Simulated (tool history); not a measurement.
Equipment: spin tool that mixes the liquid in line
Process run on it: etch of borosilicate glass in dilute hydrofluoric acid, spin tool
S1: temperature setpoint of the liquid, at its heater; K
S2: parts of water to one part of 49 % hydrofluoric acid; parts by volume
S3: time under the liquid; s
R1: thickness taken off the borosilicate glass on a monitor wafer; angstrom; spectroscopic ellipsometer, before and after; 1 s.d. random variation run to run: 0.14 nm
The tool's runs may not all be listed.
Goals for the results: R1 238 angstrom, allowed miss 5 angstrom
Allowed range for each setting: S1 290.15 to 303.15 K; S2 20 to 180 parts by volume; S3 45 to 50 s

Run 1, hour 0: S1 295.15 K, S2 100 parts by volume, S3 45 s. Result: R1 139.37 angstrom.
Run 2, hour 6: S1 296.15 K, S2 95 parts by volume, S3 45 s. Result: R1 152.53 angstrom.
Run 3, hour 12.8: S1 296.15 K, S2 125 parts by volume, S3 45 s. Result: R1 110.46 angstrom.
Run 4, hour 19.6: S1 297.15 K, S2 120 parts by volume, S3 45 s. Result: R1 122.59 angstrom.
Run 5, hour 24: S1 297.65 K, S2 115 parts by volume, S3 45 s. Result: R1 130.65 angstrom.
Run 6, hour 32.7: S1 298.15 K, S2 110 parts by volume, S3 45 s. Result: R1 141.17 angstrom.
Run 7, hour 34.1: S1 298.15 K, S2 110 parts by volume, S3 45 s. Result: R1 140.74 angstrom.
Run 8, hour 41.7: S1 298.65 K, S2 105 parts by volume, S3 45 s. Result: R1 151 angstrom.
Run 9, hour 49: S1 302.65 K, S2 75 parts by volume, S3 45 s. Result: R1 256.12 angstrom.
Run 10, hour 52.4: S1 301.65 K, S2 75 parts by volume, S3 45 s. Result: R1 245.59 angstrom.

Pick the move, out of 4, that brings all results within their allowed miss; only one does.
Run A, hour 55.8: S1 299.65 K, S2 75 parts by volume, S3 45 s. Result: R1 ?.
Run B, hour 55.8: S1 301.15 K, S2 80 parts by volume, S3 45 s. Result: R1 ?.
Run C, hour 55.8: S1 301.65 K, S2 70 parts by volume, S3 45 s. Result: R1 ?.
Run D, hour 55.8: S1 298.15 K, S2 75 parts by volume, S3 50 s. Result: R1 ?.

move      R1
   A  226.85
   B     224
   C  264.74
   D  237.46
A: carries the result that was furthest off beyond its target, to the other side
B: carries the result that was furthest off beyond its target, to the other side
C: lands further from the targets than the last run did
D: all results in spec
So the answer is move D, the one that meets all the targets.
